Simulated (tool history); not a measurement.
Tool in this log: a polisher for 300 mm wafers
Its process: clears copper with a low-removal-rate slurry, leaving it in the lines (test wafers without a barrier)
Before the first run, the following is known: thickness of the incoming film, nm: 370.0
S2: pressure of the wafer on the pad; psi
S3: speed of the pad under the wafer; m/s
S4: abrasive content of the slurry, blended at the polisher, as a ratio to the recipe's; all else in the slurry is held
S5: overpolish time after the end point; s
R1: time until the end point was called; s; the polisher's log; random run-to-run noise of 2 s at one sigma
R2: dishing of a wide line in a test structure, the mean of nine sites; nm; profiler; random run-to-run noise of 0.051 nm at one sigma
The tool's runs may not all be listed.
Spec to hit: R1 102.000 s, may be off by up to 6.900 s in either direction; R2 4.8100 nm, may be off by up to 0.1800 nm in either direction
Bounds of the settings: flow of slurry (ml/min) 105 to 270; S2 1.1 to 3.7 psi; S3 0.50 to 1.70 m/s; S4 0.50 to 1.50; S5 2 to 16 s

{"run": 1, "hour": 0.0, "flow of slurry (ml/min)": 175, "S2": 2.4, "S3": 1.1, "S4": 1.0, "S5": 8, "R1": 118.91, "R2": 15.952}
{"run": 2, "hour": 6.8, "flow of slurry (ml/min)": 175, "S2": 2.4, "S3": 1.1, "S4": 1.0, "S5": 10, "R1": 114.14, "R2": 19.36}
{"run": 3, "hour": 10.2, "flow of slurry (ml/min)": 175, "S2": 2.4, "S3": 1.1, "S4": 1.0, "S5": 8, "R1": 116.37, "R2": 15.838}
{"run": 4, "hour": 14.7, "flow of slurry (ml/min)": 175, "S2": 2.4, "S3": 1.1, "S4": 1.0, "S5": 11, "R1": 114.28, "R2": 21.153}
{"run": 5, "hour": 18.1, "flow of slurry (ml/min)": 175, "S2": 2.0, "S3": 1.1, "S4": 1.0, "S5": 11, "R1": 132.21, "R2": 19.055}
{"run": 6, "hour": 21.5, "flow of slurry (ml/min)": 175, "S2": 2.0, "S3": 1.1, "S4": 1.0, "S5": 9, "R1": 135.25, "R2": 15.788}
{"run": 7, "hour": 27.9, "flow of slurry (ml/min)": 160, "S2": 2.3, "S3": 0.96, "S4": 0.9, "S5": 7, "R1": 135.37, "R2": 11.973}
{"run": 8, "hour": 35.6, "flow of slurry (ml/min)": 160, "S2": 2.3, "S3": 0.96, "S4": 0.9, "S5": 7, "R1": 139.6, "R2": 11.739}
{"run": 9, "hour": 38.8, "flow of slurry (ml/min)": 145, "S2": 2.6, "S3": 0.84, "S4": 0.8, "S5": 6, "R1": 155.73, "R2": 9.1562}
{"run": 10, "hour": 44.1, "flow of slurry (ml/min)": 135, "S2": 2.9, "S3": 0.8, "S4": 0.75, "S5": 5, "R1": 154.53, "R2": 7.7058}
{"run": 11, "hour": 49.2, "flow of slurry (ml/min)": 130, "S2": 3.1, "S3": 0.8, "S4": 0.7, "S5": 4, "R1": 157.92, "R2": 6.403}

Which single option among these 5 for the next run brings every result within its allowed miss of target? Just one does.
{"run": "A", "hour": 54.3, "flow of slurry (ml/min)": 145, "S2": 3.4, "S3": 1.3, "S4": 0.75, "S5": 3, "R1": "?", "R2": "?"}
{"run": "B", "hour": 54.3, "flow of slurry (ml/min)": 130, "S2": 3.1, "S3": 0.5, "S4": 0.95, "S5": 7, "R1": "?", "R2": "?"}
{"run": "C", "hour": 54.3, "flow of slurry (ml/min)": 140, "S2": 3.7, "S3": 1.08, "S4": 0.7, "S5": 2, "R1": "?", "R2": "?"}
{"run": "D", "hour": 54.3, "flow of slurry (ml/min)": 160, "S2": 2.3, "S3": 0.68, "S4": 0.6, "S5": 8, "R1": "?", "R2": "?"}
{"run": "E", "hour": 54.3, "flow of slurry (ml/min)": 125, "S2": 2.3, "S3": 0.54, "S4": 0.5, "S5": 6, "R1": "?", "R2": "?"}

move=A R1=85.825 R2=8.2573
move=B R1=220.990 R2=7.5005
move=C R1=99.026 R2=4.8402
move=D R1=212.110 R2=8.8537
move=E R1=286.580 R2=5.0016
A: moves away from the targets compared with the last run
B: moves away from the targets compared with the last run
C: all results land within tolerance of their targets
D: moves away from the targets compared with the last run
E: moves away from the targets compared with the last run
Go with C: it meets all targets.
